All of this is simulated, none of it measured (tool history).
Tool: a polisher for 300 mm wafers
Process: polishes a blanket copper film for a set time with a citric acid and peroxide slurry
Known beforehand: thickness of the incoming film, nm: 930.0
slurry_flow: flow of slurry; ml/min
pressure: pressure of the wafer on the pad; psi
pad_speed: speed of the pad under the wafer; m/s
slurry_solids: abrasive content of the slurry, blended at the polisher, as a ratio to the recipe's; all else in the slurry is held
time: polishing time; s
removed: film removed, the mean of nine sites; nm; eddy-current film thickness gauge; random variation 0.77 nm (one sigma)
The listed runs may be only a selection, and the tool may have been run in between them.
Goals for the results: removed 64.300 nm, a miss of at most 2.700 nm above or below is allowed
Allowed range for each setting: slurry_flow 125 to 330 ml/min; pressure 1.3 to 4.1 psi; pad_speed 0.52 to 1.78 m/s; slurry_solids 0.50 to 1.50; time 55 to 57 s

{"run": 1, "hour": 0.0, "slurry_flow": 210, "pressure": 2.7, "pad_speed": 1.14, "slurry_solids": 1.0, "time": 55, "removed": 102.25}
{"run": 2, "hour": 2.6, "slurry_flow": 210, "pressure": 2.7, "pad_speed": 1.14, "slurry_solids": 1.0, "time": 55, "removed": 103.48}
{"run": 3, "hour": 10.6, "slurry_flow": 260, "pressure": 2.7, "pad_speed": 1.14, "slurry_solids": 1.0, "time": 55, "removed": 103.85}
{"run": 4, "hour": 17.0, "slurry_flow": 260, "pressure": 2.7, "pad_speed": 1.14, "slurry_solids": 1.0, "time": 55, "removed": 106.03}
{"run": 5, "hour": 23.7, "slurry_flow": 260, "pressure": 2.7, "pad_speed": 0.88, "slurry_solids": 1.0, "time": 55, "removed": 84.851}
{"run": 6, "hour": 26.9, "slurry_flow": 260, "pressure": 2.5, "pad_speed": 0.88, "slurry_solids": 1.0, "time": 55, "removed": 79.873}
{"run": 7, "hour": 29.0, "slurry_flow": 260, "pressure": 2.3, "pad_speed": 0.88, "slurry_solids": 1.0, "time": 55, "removed": 73.226}
{"run": 8, "hour": 33.7, "slurry_flow": 260, "pressure": 2.2, "pad_speed": 0.88, "slurry_solids": 1.0, "time": 55, "removed": 68.868}

5 next moves are on the table. One of them brings every result within its allowed miss. Which?
{"run": "A", "hour": 38.4, "slurry_flow": 280, "pressure": 1.9, "pad_speed": 1.02, "slurry_solids": 1.2, "time": 55, "removed": "?"}
{"run": "B", "hour": 38.4, "slurry_flow": 220, "pressure": 2.3, "pad_speed": 0.74, "slurry_solids": 1.05, "time": 57, "removed": "?"}
{"run": "C", "hour": 38.4, "slurry_flow": 270, "pressure": 2.7, "pad_speed": 0.74, "slurry_solids": 0.9, "time": 55, "removed": "?"}
{"run": "D", "hour": 38.4, "slurry_flow": 265, "pressure": 2.6, "pad_speed": 0.72, "slurry_solids": 1.0, "time": 55, "removed": "?"}
{"run": "E", "hour": 38.4, "slurry_flow": 290, "pressure": 1.7, "pad_speed": 0.96, "slurry_solids": 1.0, "time": 55, "removed": "?"}

move=A removed=71.646
move=B removed=64.789
move=C removed=72.382
move=D removed=69.614
move=E removed=59.229
A: lands further from the targets than the last run did
B: in spec on every target
C: lands further from the targets than the last run did
D: lands further from the targets than the last run did
E: moves the result that the last run missed by most past its target, out the other side
Correct choice: B, which meets every target

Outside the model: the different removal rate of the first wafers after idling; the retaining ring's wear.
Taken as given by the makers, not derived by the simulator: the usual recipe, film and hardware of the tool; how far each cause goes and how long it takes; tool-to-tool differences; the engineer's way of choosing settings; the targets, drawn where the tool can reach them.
